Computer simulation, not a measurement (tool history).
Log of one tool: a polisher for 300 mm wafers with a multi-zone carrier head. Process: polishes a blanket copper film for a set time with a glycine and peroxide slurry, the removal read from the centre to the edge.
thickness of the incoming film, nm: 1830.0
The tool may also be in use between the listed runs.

run,hour,flow of slurry (ml/min),pressure of the head's centre zone,pressure of the head's middle zone,pressure of the head's edge zone,polishing time (s),film removed at the wafer's centre (Å),film removed at mid-radius (Å),film removed at the wafer's edge (Å)
1,0.0,260,1.00,1.00,1.00,72,3253.8,3158.0,3180.6
2,2.9,260,1.06,1.00,1.00,72,3393.8,3160.4,3162.4
3,8.8,265,1.08,0.98,1.03,74,3591.2,3148.3,3302.3
4,12.0,235,1.08,0.98,1.03,74,3587.3,3119.6,3292.4
5,14.5,235,1.09,0.98,1.05,76,3658.0,3186.7,3403.6
6,18.8,235,1.09,0.98,1.05,82,4002.5,3456.0,3642.4
7,27.3,240,1.10,0.97,1.07,82,4007.3,3386.9,3726.0

Expected results for the next run?
8,33.5,245,1.11,0.97,1.08,82,?,?,?

film removed at the wafer's centre (Å): 3992.3
film removed at mid-radius (Å): 3551.6
film removed at the wafer's edge (Å): 3739.5
